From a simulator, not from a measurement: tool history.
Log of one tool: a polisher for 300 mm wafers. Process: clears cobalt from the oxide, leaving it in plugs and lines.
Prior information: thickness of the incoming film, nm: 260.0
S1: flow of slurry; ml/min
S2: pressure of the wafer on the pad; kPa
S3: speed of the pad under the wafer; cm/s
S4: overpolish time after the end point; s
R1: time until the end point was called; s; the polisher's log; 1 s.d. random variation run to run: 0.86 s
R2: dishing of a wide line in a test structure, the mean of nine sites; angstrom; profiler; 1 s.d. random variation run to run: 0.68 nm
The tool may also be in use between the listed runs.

| run | hour | S1 | S2 | S3 | S4 | R1 | R2 |
|---|---|---|---|---|---|---|---|
| 1 | 0.0 | 120 | 13.8 | 92 | 12 | 65.291 | 323.39 |
| 2 | 1.6 | 120 | 14.5 | 92 | 11 | 63.816 | 302.25 |
| 3 | 10.3 | 120 | 15.2 | 92 | 10 | 61.640 | 298.37 |
| 4 | 13.4 | 120 | 15.9 | 92 | 9 | 59.622 | 285.13 |
| 5 | 15.7 | 120 | 15.9 | 92 | 12 | 59.180 | 351.90 |
| 6 | 21.0 | 120 | 15.9 | 82 | 12 | 64.450 | 336.85 |

What will run 7 give?
| 7 | 29.7 | 120 | 16.5 | 84 | 11 | ? | ? |

R1: 60.155 s
R2: 344.75 angstrom
